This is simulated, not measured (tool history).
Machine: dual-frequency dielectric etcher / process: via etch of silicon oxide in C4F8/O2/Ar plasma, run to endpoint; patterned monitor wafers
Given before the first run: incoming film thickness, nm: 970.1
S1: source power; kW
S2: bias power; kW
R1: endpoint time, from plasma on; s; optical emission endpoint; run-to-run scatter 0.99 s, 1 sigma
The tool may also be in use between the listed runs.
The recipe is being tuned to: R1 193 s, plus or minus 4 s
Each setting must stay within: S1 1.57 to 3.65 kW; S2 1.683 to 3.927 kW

run	hour	S1	S2	R1
1	0	2.61	2.805	166.63
2	6.9	2.37	2.742	175.44
3	14.3	2.71	2.742	167.08
4	15.7	2.71	3.006	161.46
5	17.9	3.06	3.006	154.3
# hour 20.3: source power generator calibrated
6	20.3	2.7	2.86	163.91
7	22.9	2.43	2.78	170.98
8	24	2.23	2.683	177.87

Next run, 5 choices. One meets every target within its allowed miss, the rest don't. Which?
A	25.1	1.98	2.61	?
B	25.1	2.28	2.01	?
C	25.1	2.04	2.324	?
D	25.1	1.69	2.457	?
E	25.1	2.4	2.86	?

move	R1
A	187.4
B	203.09
C	196
D	201.59
E	169.85
A: closer than the last run, but not yet in spec
B: the result that was furthest off in the last run now lies on the other side of its target
C: meets every target
D: the result that was furthest off in the last run now lies on the other side of its target
E: the biggest miss grows against the last run
C meets every target.
